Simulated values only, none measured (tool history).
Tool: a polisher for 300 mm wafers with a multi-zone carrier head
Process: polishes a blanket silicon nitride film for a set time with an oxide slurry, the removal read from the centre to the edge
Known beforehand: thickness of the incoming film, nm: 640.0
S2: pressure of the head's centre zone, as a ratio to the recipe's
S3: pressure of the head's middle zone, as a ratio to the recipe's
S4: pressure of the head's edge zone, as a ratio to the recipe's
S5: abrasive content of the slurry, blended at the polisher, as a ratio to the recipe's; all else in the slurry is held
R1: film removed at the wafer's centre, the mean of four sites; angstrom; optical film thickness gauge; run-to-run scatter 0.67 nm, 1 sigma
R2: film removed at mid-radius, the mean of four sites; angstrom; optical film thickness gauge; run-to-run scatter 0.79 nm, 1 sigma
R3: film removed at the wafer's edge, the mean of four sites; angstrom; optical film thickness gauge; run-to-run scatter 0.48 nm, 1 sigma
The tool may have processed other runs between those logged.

run 1 hour=0 | flow_of_slurry_(ml/min)=195 S2=1 S3=1 S4=1 S5=1 polishing_time_(s)=44 | R1=465.35 R2=469.56 R3=451.19
run 2 hour=2 | flow_of_slurry_(ml/min)=200 S2=1.01 S3=1.01 S4=1.03 S5=1.05 polishing_time_(s)=44 | R1=492.37 R2=482.83 R3=471.78
run 3 hour=4.9 | flow_of_slurry_(ml/min)=200 S2=1.01 S3=1.01 S4=1.03 S5=0.9 polishing_time_(s)=44 | R1=437.72 R2=429.6 R3=431
run 4 hour=10.4 | flow_of_slurry_(ml/min)=200 S2=1.01 S3=1.01 S4=1.03 S5=0.9 polishing_time_(s)=52 | R1=513.25 R2=494.33 R3=502.35
run 5 hour=13.5 | flow_of_slurry_(ml/min)=230 S2=1.01 S3=1.01 S4=1.03 S5=0.9 polishing_time_(s)=52 | R1=530.16 R2=512.19 R3=504.08
run 6 hour=16.3 | flow_of_slurry_(ml/min)=230 S2=1.01 S3=1.01 S4=1.04 S5=0.9 polishing_time_(s)=52 | R1=527.24 R2=512.91 R3=511.13

Run 7 comes next. What will it give?
run 7 hour=24 | flow_of_slurry_(ml/min)=235 S2=1.01 S3=1.01 S4=1.05 S5=0.9 polishing_time_(s)=52 | R1=? R2=? R3=?

Run 7 gave R1 522.2 angstrom, R2 509.82 angstrom, R3 513.79 angstrom.
